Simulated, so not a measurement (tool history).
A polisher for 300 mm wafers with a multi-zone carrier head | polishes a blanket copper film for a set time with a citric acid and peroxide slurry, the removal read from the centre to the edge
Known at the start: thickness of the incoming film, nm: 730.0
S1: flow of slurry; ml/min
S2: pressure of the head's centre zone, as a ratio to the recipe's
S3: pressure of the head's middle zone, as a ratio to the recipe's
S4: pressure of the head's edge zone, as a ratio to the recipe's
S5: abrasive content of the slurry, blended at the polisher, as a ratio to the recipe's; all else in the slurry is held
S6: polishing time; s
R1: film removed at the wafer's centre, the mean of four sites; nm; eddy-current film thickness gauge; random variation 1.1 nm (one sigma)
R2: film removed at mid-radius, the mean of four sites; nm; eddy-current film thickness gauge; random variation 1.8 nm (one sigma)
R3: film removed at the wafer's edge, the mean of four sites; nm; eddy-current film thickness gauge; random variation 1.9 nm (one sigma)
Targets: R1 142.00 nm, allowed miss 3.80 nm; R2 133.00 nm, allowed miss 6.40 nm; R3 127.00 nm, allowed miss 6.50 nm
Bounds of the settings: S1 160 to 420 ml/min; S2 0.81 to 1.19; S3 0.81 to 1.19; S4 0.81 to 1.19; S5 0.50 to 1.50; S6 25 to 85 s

run	hour	S1	S2	S3	S4	S5	S6	R1	R2	R3
1	0.0	270	1.00	1.00	1.00	1.00	55	210.89	216.60	209.41
2	6.2	275	1.01	0.98	0.97	0.90	51	195.02	190.66	190.39
3	7.1	280	1.02	0.99	0.94	0.80	47	175.15	174.17	173.60
4	10.1	235	1.02	0.99	0.94	0.80	47	171.95	169.57	164.12
5	16.5	235	1.02	0.99	0.94	0.90	47	174.42	173.51	169.40
6	23.8	220	1.03	0.99	0.91	0.80	46	167.12	163.68	154.63
7	28.2	210	1.02	0.97	0.89	0.75	46	161.12	162.10	151.69
8	30.4	200	1.03	0.95	0.88	0.70	45	154.19	150.38	143.70
9	34.4	190	1.04	0.94	0.87	0.65	45	152.99	145.53	141.28
10	39.6	185	1.04	0.94	0.86	0.60	45	150.46	142.98	140.44
11	46.6	180	1.05	0.94	0.85	0.60	44	145.78	140.03	137.64

Which of these 4 next moves meets every target?
A	53.6	250	0.95	0.84	0.99	0.50	46	?	?	?
B	53.6	200	0.96	0.89	1.03	0.60	44	?	?	?
C	53.6	170	1.08	0.94	0.84	0.65	41	?	?	?
D	53.6	230	0.98	0.91	0.93	0.55	44	?	?	?

move	R1	R2	R3
A	145.92	139.97	156.49
B	140.38	138.30	153.90
C	141.29	130.83	129.63
D	143.89	140.78	146.63
A: further off than the last run
B: further off than the last run
C: meets every target
D: further off than the last run
The right move is C.
